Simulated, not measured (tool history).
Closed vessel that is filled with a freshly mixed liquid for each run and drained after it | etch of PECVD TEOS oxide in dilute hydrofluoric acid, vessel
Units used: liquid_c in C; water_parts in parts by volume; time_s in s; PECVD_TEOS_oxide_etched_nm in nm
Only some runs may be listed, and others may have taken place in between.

run	hour	liquid_c	water_parts	time_s	PECVD_TEOS_oxide_etched_nm
1	0.0	24.0	100	30	7.3553
2	8.5	24.0	100	30	7.3607
3	16.6	26.5	100	30	8.0905
4	22.7	27.5	95	30	8.9230
5	23.7	25.5	95	30	8.2690
6	26.8	26.5	90	30	9.1260
7	31.5	27.5	85	30	10.0780
8	33.0	27.5	85	30	10.1200
9	39.8	28.5	80	30	11.2620
10	47.8	29.0	80	30	11.3670
11	52.4	29.0	80	30	11.5150
12	59.4	29.5	80	30	11.6790

Forecast run 13:
13	68.4	30.0	80	30	?

PECVD_TEOS_oxide_etched_nm: 11.9250 nm
